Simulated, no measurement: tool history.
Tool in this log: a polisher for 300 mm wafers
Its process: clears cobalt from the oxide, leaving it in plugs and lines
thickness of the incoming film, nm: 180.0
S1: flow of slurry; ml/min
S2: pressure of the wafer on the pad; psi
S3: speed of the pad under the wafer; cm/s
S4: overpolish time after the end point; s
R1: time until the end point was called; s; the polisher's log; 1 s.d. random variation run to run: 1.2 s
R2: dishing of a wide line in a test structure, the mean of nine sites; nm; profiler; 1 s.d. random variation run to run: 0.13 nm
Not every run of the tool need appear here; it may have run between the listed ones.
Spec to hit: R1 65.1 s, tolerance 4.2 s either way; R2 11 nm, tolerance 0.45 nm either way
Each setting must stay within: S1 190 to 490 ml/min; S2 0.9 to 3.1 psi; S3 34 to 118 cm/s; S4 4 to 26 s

| run | day | S1 | S2 | S3 | S4 | R1 | R2 |
|---|---|---|---|---|---|---|---|
| 1 | 0 | 315 | 2 | 76 | 13 | 52.701 | 35.385 |
| 2 | 0.3 | 315 | 2.4 | 76 | 13 | 44.932 | 38.477 |
| 3 | 0.633 | 285 | 2.3 | 66 | 11 | 51.803 | 30.773 |
| 4 | 0.771 | 285 | 2.3 | 50 | 11 | 68.229 | 25.835 |
| 5 | 0.996 | 260 | 2.2 | 46 | 9 | 78.294 | 19.404 |
|  | 1.304 | slurry nozzle cleaned |
| 6 | 1.304 | 245 | 2.1 | 50 | 8 | 72.74 | 18.474 |
| 7 | 1.383 | 230 | 1.8 | 58 | 7 | 71.745 | 16.623 |
| 8 | 1.675 | 220 | 1.6 | 64 | 6 | 73.282 | 14.341 |
| 9 | 1.754 | 220 | 1.6 | 64 | 6 | 74.608 | 14.438 |

Below are 4 possible settings for the next run. Only one of them brings all results inside the allowed miss of their targets. Which is it?
| A | 1.833 | 210 | 1.6 | 66 | 4 | ? | ? |
| B | 1.833 | 285 | 2 | 60 | 8 | ? | ? |
| C | 1.833 | 270 | 1.7 | 66 | 4 | ? | ? |
| D | 1.833 | 245 | 2.2 | 62 | 6 | ? | ? |

| move | R1 | R2 |
|---|---|---|
| A | 68.651 | 10.327 |
| B | 61.955 | 20.827 |
| C | 64.243 | 10.975 |
| D | 56.381 | 17.677 |
A: moves the result that the last run missed by most past its target, out the other side
B: further off than the last run
C: every result within its allowed miss
D: further off than the last run
Answer: C
